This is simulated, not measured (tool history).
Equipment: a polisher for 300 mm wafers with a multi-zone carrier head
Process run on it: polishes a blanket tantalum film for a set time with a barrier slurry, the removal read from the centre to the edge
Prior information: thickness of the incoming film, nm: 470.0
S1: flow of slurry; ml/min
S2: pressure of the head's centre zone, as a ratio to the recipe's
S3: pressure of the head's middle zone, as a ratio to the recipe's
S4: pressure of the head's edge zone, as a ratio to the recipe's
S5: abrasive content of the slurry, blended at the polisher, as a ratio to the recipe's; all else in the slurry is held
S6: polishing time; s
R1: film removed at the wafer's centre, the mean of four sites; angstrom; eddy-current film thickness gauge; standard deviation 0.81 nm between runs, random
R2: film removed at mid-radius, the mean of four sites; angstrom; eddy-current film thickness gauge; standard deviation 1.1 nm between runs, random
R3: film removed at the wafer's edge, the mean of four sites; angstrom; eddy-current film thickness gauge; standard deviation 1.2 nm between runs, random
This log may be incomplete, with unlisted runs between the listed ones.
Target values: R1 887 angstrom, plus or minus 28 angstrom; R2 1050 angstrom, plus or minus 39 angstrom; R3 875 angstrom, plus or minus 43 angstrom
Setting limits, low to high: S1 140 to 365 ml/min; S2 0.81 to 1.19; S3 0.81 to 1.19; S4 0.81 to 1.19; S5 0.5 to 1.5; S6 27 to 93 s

| run | day | S1 | S2 | S3 | S4 | S5 | S6 | R1 | R2 | R3 |
|---|---|---|---|---|---|---|---|---|---|---|
| 1 | 0 | 235 | 1 | 1 | 1 | 1 | 59 | 1098.4 | 1142.2 | 1093.8 |
| 2 | 0.283 | 235 | 1 | 1 | 1 | 0.9 | 59 | 1060.5 | 1084.5 | 1015.2 |
| 3 | 0.642 | 235 | 1 | 1 | 1 | 1 | 59 | 1113.4 | 1134.7 | 1061.8 |
| 4 | 0.729 | 235 | 1 | 1 | 1 | 1 | 48 | 907.24 | 918.39 | 884.79 |
| 5 | 1.004 | 235 | 1 | 1.01 | 1 | 1 | 48 | 890.46 | 921.31 | 899.91 |
| 6 | 1.046 | 235 | 1 | 1.01 | 1 | 0.9 | 48 | 840.66 | 886.13 | 849.44 |
| 7 | 1.338 | 240 | 1 | 1.03 | 0.99 | 0.9 | 48 | 854.04 | 912.54 | 858.61 |
| 8 | 1.579 | 245 | 1 | 1.04 | 0.98 | 0.9 | 48 | 854.36 | 896.9 | 817.14 |
| 9 | 1.892 | 245 | 1 | 1.06 | 0.99 | 0.9 | 48 | 858.43 | 940.89 | 869.17 |
| 10 | 2.242 | 250 | 1 | 1.07 | 0.98 | 0.9 | 48 | 860.42 | 955.76 | 856.95 |
| 11 | 2.604 | 255 | 1 | 1.08 | 0.98 | 0.9 | 48 | 863.19 | 948.68 | 854.65 |
| 12 | 2.792 | 255 | 1 | 1.09 | 0.98 | 0.9 | 48 | 864.29 | 955.18 | 846.42 |
| 13 | 3.075 | 255 | 1 | 1.1 | 0.98 | 0.9 | 48 | 872.15 | 970.17 | 849.51 |
| 14 | 3.271 | 255 | 1 | 1.11 | 0.98 | 0.9 | 48 | 874.47 | 981.22 | 843.35 |
| 15 | 3.4 | 255 | 1 | 1.12 | 0.99 | 0.9 | 48 | 864.49 | 971.72 | 851.61 |
| 16 | 3.721 | 260 | 1 | 1.13 | 0.99 | 0.9 | 48 | 866.88 | 990.08 | 853.09 |
| 17 | 4 | 260 | 1 | 1.14 | 0.99 | 0.9 | 48 | 860.83 | 997.55 | 854.21 |

Of the 4 settings listed for the next run, only one would bring every result within its allowed miss of target. Which one?
| A | 4.279 | 225 | 1.06 | 1.07 | 0.94 | 1 | 45 | ? | ? | ? |
| B | 4.279 | 260 | 1.03 | 1.09 | 1.11 | 0.95 | 45 | ? | ? | ? |
| C | 4.279 | 255 | 0.95 | 1.15 | 1.02 | 0.7 | 57 | ? | ? | ? |
| D | 4.279 | 260 | 0.96 | 1.12 | 0.93 | 0.95 | 50 | ? | ? | ? |

| move | R1 | R2 | R3 |
|---|---|---|---|
| A | 878.89 | 930.73 | 812.3 |
| B | 852.51 | 941.92 | 851.86 |
| C | 823.62 | 1034.1 | 866.66 |
| D | 882.57 | 1071.8 | 891.27 |
A: lands further from the targets than the last run did
B: lands further from the targets than the last run did
C: gets the furthest-off result to its target, but another result is out of tolerance
D: each result inside its tolerance
The right move is D.
